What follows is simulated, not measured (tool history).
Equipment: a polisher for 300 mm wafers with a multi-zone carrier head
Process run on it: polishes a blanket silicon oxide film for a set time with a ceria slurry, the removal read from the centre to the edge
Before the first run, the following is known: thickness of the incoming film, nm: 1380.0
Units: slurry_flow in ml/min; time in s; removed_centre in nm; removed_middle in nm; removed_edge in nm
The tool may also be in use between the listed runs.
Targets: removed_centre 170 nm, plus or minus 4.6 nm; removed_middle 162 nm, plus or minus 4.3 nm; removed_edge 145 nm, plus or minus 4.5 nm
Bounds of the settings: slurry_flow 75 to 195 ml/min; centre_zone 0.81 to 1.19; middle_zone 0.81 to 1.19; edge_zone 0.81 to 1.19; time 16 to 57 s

run,hour,slurry_flow,centre_zone,middle_zone,edge_zone,time,removed_centre,removed_middle,removed_edge
1,0,125,1,1,1,36,187.05,192.02,177.57
2,8.2,105,1,1,1,36,179.47,179.97,173.36
3,9,90,1,1,1,36,165.08,172.74,167.63
4,17.5,90,1.01,1,0.98,36,165.65,171.65,165.55
5,22.7,90,1.01,1,0.98,44,207.33,214.24,204.23
6,23.4,90,1.02,1,0.96,43,201.53,207.94,195.15
7,32.1,90,1.03,0.99,0.94,42,198.52,199.79,188.88
8,34.2,90,1.04,0.99,0.92,41,194.82,193.47,185.12
9,39.5,95,1.05,1,0.91,40,194.18,193.62,181.1
10,45.5,95,1.06,1,0.9,39,192.84,188.88,177.1
11,51.3,105,1.09,1.01,0.81,31,160.36,157.43,136.71
12,58.7,105,1.09,1.01,0.82,31,164.22,157.82,137.73
13,60.1,105,1.09,1.01,0.83,31,161.42,156.87,136.59

Pick the move, out of 4, that brings all results within their allowed miss; only one does.
A,61.5,110,1.03,1.03,0.82,31,?,?,?
B,61.5,80,1.11,1.05,0.88,34,?,?,?
C,61.5,95,1.02,1,0.84,33,?,?,?
D,61.5,115,1.11,1.01,0.9,31,?,?,?

move,removed_centre,removed_middle,removed_edge
A,157.43,163.18,135.89
B,160.08,162.7,142.6
C,157.75,161.8,141.69
D,168.55,162.44,142.59
A: further off than the last run
B: gets the furthest-off result to its target, but another result is out of tolerance
C: gets the furthest-off result to its target, but another result is out of tolerance
D: in spec on every target
Correct choice: D, which meets every target
